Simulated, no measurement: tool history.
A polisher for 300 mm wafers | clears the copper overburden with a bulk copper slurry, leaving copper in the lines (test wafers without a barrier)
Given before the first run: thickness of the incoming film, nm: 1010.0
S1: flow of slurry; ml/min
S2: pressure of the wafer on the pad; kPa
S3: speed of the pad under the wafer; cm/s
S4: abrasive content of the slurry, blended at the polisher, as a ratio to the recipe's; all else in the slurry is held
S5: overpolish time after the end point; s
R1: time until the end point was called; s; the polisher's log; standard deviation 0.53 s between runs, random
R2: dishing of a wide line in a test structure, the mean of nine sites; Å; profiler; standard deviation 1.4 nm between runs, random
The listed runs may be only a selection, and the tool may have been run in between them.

{"run": 1, "day": 0.0, "S1": 155, "S2": 24.1, "S3": 92, "S4": 1.0, "S5": 10, "R1": 101.47, "R2": 465.19}
{"run": 2, "day": 0.125, "S1": 155, "S2": 24.1, "S3": 92, "S4": 1.0, "S5": 13, "R1": 103.27, "R2": 510.18}
{"run": 3, "day": 0.467, "S1": 155, "S2": 22.1, "S3": 92, "S4": 1.0, "S5": 13, "R1": 113.25, "R2": 503.86}
{"run": 4, "day": 0.558, "S1": 155, "S2": 22.1, "S3": 92, "S4": 0.8, "S5": 13, "R1": 116.9, "R2": 494.82}
{"run": 5, "day": 0.679, "S1": 160, "S2": 24.8, "S3": 92, "S4": 0.8, "S5": 13, "R1": 106.17, "R2": 511.05}
{"run": 6, "day": 0.854, "S1": 160, "S2": 24.8, "S3": 92, "S4": 0.9, "S5": 13, "R1": 100.62, "R2": 531.39}
{"run": 7, "day": 1.029, "S1": 170, "S2": 26.9, "S3": 92, "S4": 0.9, "S5": 13, "R1": 93.423, "R2": 563.47}
{"run": 8, "day": 1.358, "S1": 170, "S2": 29.0, "S3": 92, "S4": 0.9, "S5": 13, "R1": 88.419, "R2": 562.62}

Run 9 is up next; what results do you expect?
{"run": 9, "day": 1.471, "S1": 170, "S2": 29.0, "S3": 92, "S4": 0.9, "S5": 13, "R1": "?", "R2": "?"}

Run 9 gave R1 86.463 s, R2 570.44 Å.
